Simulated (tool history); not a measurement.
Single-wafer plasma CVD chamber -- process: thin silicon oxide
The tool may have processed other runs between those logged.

run  hour  heater temperature setpoint (deg C)  chamber pressure (Torr)  RF power (W)  deposition time (s)  mean film thickness on the monitor wafer (Å)
  1   0.0                                  410                    0.573           225                10.24                                        123.05
  2   7.7                                  410                    0.583           225                10.24                                        124.47
  3  14.6                                  410                    0.592           225                10.24                                        125.34
  4  16.1                                  410                    0.592           255                10.24                                        134.46
  5  22.2                                  410                    0.595           255                10.24                                        134.57
  6  24.3                                  410                    0.598           255                10.24                                        135.31
  7  29.6                                  410                    0.601           255                10.24                                        136.28

For run 8, what comes out?
  8  34.8                                  410                    0.603           255                10.24                                             ?

{"run 8": {"mean film thickness on the monitor wafer (Å)": 136.04}}
